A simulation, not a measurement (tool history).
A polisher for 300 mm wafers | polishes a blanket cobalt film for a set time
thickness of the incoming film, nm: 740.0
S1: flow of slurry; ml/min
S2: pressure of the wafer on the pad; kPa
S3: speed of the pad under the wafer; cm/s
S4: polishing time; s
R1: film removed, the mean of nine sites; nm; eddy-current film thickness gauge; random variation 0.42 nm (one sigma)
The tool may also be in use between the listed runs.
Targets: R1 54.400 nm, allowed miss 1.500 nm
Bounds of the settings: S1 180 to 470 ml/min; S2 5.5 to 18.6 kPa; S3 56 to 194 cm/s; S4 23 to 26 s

run  hour   S1    S2   S3  S4       R1
  1   0.0  300  11.7  124  26  119.690
  2   8.7  300  11.7  124  23  106.990
  3  13.7  325  11.7  124  23  106.760
  4  16.7  325   9.7  124  23   90.865
  5  17.5  325   9.7  140  23   96.788
  6  21.7  325   9.7  140  23   97.747
  7  24.2  325   8.3  126  23   77.969
  8  30.1  325   8.3  126  23   78.027
  9  36.0  325   7.6  122  23   70.011
 10  43.3  325   6.9  120  23   62.304
 11  47.1  320   5.5  120  23   50.816
 12  48.7  335   5.5  120  23   51.330
 13  53.8  360   6.2  120  23   57.895
 14  62.7  350   6.2  120  23   57.821
 15  68.6  335   6.2  120  23   58.011
 16  73.8  320   6.2  120  23   57.449
 17  81.6  320   6.2  120  23   58.155
 18  90.6  320   5.5  120  23   51.920
 19  94.9  330   5.5  120  23   51.547

Which of these 5 next moves meets every target?
  A  99.2  350  6.2  112  23   ?
  B  99.2  295  5.5  122  26   ?
  C  99.2  250  6.9   90  26   ?
  D  99.2  395  5.5  100  25   ?
  E  99.2  385  5.5  112  23   ?

move      R1
   A  54.652
   B  57.883
   C  56.772
   D  49.589
   E  49.284
A: meets every target
B: takes the result that was furthest off past its target
C: takes the result that was furthest off past its target
D: further off than the last run
E: further off than the last run
The right move is A.
